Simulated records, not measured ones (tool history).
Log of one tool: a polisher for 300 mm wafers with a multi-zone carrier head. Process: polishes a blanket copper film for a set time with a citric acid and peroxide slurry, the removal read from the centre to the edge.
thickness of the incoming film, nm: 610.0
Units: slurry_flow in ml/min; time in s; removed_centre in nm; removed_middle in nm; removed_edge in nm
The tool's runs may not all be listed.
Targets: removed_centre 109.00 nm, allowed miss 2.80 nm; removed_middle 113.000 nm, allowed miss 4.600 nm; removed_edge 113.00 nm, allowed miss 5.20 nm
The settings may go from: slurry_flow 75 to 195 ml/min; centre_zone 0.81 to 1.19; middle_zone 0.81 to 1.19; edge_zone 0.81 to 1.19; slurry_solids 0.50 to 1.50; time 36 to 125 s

run  hour  slurry_flow  centre_zone  middle_zone  edge_zone  slurry_solids  time  removed_centre  removed_middle  removed_edge
  1   0.0          125         1.00         1.00       1.00           1.00    80          129.64         132.540        136.88
  2   1.9          125         1.04         1.00       1.00           1.00    80          133.56         131.880        134.55
  3   4.0          125         1.00         1.00       1.00           1.00    80          129.69         135.350        134.08
  4   5.0          120         0.99         0.99       0.98           0.95    80          125.12         130.050        130.28
  5   9.3          115         0.99         0.98       0.97           0.95    80          122.48         129.230        127.45
  6  14.4          145         0.99         0.98       0.97           0.95    80          132.03         132.180        133.33
  7  20.7          140         0.99         0.97       0.96           0.95    80          130.68         134.130        131.67
  8  29.3          135         0.99         0.96       0.96           0.95    80          130.00         130.690        128.63
  9  35.7          130         0.98         0.95       0.96           0.95    80          127.96         127.130        131.14
 10  42.8          125         0.98         0.95       0.95           0.95    80          125.79         127.400        130.91
 11  51.6           95         0.98         0.92       0.85           0.70    78          102.51         102.110        104.26
 12  57.2          100         0.98         0.92       0.86           0.70    78          104.72         102.470        107.07
 13  65.1          105         0.98         0.93       0.86           0.70    78          105.01         106.600        104.56
 14  70.0          105         0.98         0.93       0.87           0.70    78          106.43         104.020        105.99
 15  72.5          105         0.98         0.93       0.88           0.70    78          105.62         106.230        110.57

5 next moves are on the table. One of them brings every result within its allowed miss. Which?
  A  75.0          105         0.93         1.06       0.91           0.60    83               ?               ?             ?
  B  75.0          105         1.01         0.92       0.91           0.70    75               ?               ?             ?
  C  75.0          100         1.00         0.86       0.82           0.95    75               ?               ?             ?
  D  75.0          120         0.98         0.97       0.92           0.60    81               ?               ?             ?
  E  75.0          100         0.91         0.99       0.90           0.75    81               ?               ?             ?

move  removed_centre  removed_middle  removed_edge
   A          102.01         118.530        110.95
   B          105.03          99.717        105.42
   C          111.69         101.580        109.33
   D          109.51         111.400        111.78
   E          102.50         115.220        114.40
A: takes the result that was furthest off past its target
B: further off than the last run
C: further off than the last run
D: meets every target
E: brings the result that was furthest off to its target, and leaves another outside
Move D is the one to make.
